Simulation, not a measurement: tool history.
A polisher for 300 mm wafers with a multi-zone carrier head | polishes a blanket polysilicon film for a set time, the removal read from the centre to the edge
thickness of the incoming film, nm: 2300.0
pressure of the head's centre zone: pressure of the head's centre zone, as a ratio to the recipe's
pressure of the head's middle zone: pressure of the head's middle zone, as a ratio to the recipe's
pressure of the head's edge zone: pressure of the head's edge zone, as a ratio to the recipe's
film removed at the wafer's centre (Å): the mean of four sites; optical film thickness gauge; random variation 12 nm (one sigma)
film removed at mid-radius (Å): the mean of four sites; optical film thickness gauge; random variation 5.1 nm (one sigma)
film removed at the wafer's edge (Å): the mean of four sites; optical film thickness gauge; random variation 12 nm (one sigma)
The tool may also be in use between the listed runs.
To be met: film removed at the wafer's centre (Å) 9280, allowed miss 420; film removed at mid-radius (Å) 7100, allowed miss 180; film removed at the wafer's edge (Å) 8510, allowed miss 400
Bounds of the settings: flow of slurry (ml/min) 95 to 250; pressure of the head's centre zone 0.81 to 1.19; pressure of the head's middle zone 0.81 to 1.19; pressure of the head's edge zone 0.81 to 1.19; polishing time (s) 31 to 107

run,hour,flow of slurry (ml/min),pressure of the head's centre zone,pressure of the head's middle zone,pressure of the head's edge zone,polishing time (s),film removed at the wafer's centre (Å),film removed at mid-radius (Å),film removed at the wafer's edge (Å)
1,0,160,1,1,1,69,6756.5,6855.1,6841.8
2,2.6,165,1.02,0.99,1.02,70,7046.8,6875.2,7159.7
3,4.5,170,1.04,0.99,1.03,70,7263.6,6875.6,7147.7
4,5.6,170,1.04,0.99,0.95,70,7464.6,6951.2,6984.9
5,10,175,1.05,0.98,0.96,71,7624.1,7064,7070
6,15.1,175,1.06,0.97,0.98,72,7922.2,7083.2,7159.2
7,16.5,175,1.06,0.96,1,73,7851.2,7105,7443.6
8,19.8,180,1.07,0.95,1.01,73,8034.5,7056.7,7655.1
9,23,185,1.08,0.95,1.01,73,8205.3,7018.9,7384.6
10,24.2,185,1.09,0.94,1.02,74,8297.6,7062.8,7682.8

5 next moves are on the table. One of them brings every result within its allowed miss. Which?
A,25.4,165,1.03,0.91,1.08,76,?,?,?
B,25.4,210,1.19,0.9,1.01,74,?,?,?
C,25.4,150,0.95,0.81,1.19,87,?,?,?
D,25.4,180,1.17,0.88,1.11,79,?,?,?
E,25.4,230,1.19,0.84,0.93,80,?,?,?

move,film removed at the wafer's centre (Å),film removed at mid-radius (Å),film removed at the wafer's edge (Å)
A,7878.3,7013.6,7873.5
B,9227.9,7004.7,7634.1
C,8158.8,7199.7,9336.4
D,9451.4,7186.4,8373.1
E,10101,7247.6,8039.2
A: further off than the last run
B: brings the result that was furthest off to its target, and leaves another outside
C: further off than the last run
D: meets every target
E: takes the result that was furthest off past its target
Move D is the one to make.
